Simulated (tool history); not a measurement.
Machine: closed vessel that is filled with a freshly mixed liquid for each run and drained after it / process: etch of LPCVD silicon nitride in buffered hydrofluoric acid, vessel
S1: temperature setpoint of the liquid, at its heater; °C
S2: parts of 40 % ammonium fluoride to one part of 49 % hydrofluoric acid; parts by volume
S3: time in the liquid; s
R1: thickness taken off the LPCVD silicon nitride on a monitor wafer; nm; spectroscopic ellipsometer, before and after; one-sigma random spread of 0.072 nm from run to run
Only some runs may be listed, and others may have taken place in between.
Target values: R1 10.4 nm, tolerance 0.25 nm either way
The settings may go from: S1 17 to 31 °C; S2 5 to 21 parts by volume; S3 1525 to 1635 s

{"run": 1, "hour": 0.0, "S1": 23, "S2": 13, "S3": 1525, "R1": 16.12}
{"run": 2, "hour": 7.7, "S1": 23, "S2": 10, "S3": 1525, "R1": 20.484}
{"run": 3, "hour": 13.9, "S1": 21.5, "S2": 11.5, "S3": 1525, "R1": 16.618}
{"run": 4, "hour": 23.1, "S1": 20, "S2": 12.5, "S3": 1525, "R1": 14.161}
{"run": 5, "hour": 24.2, "S1": 20, "S2": 12.5, "S3": 1525, "R1": 14.187}
{"run": 6, "hour": 32.0, "S1": 19, "S2": 13, "S3": 1525, "R1": 12.955}
{"run": 7, "hour": 34.5, "S1": 18.5, "S2": 13.5, "S3": 1525, "R1": 12.114}
{"run": 8, "hour": 39.3, "S1": 18, "S2": 14, "S3": 1525, "R1": 11.303}
{"run": 9, "hour": 40.6, "S1": 17.5, "S2": 14, "S3": 1525, "R1": 10.935}

Which single option among these 4 for the next run brings every result within its allowed miss of target? Just one does.
{"run": "A", "hour": 41.9, "S1": 17.5, "S2": 14, "S3": 1605, "R1": "?"}
{"run": "B", "hour": 41.9, "S1": 17.5, "S2": 15.5, "S3": 1525, "R1": "?"}
{"run": "C", "hour": 41.9, "S1": 17, "S2": 16, "S3": 1600, "R1": "?"}
{"run": "D", "hour": 41.9, "S1": 18, "S2": 16, "S3": 1590, "R1": "?"}

move=A R1=11.602
move=B R1=9.9728
move=C R1=9.8555
move=D R1=10.369
A: misses by more than the last run did
B: takes the result that was furthest off past its target
C: takes the result that was furthest off past its target
D: each result inside its tolerance
D is the move that brings every result within its allowed miss.
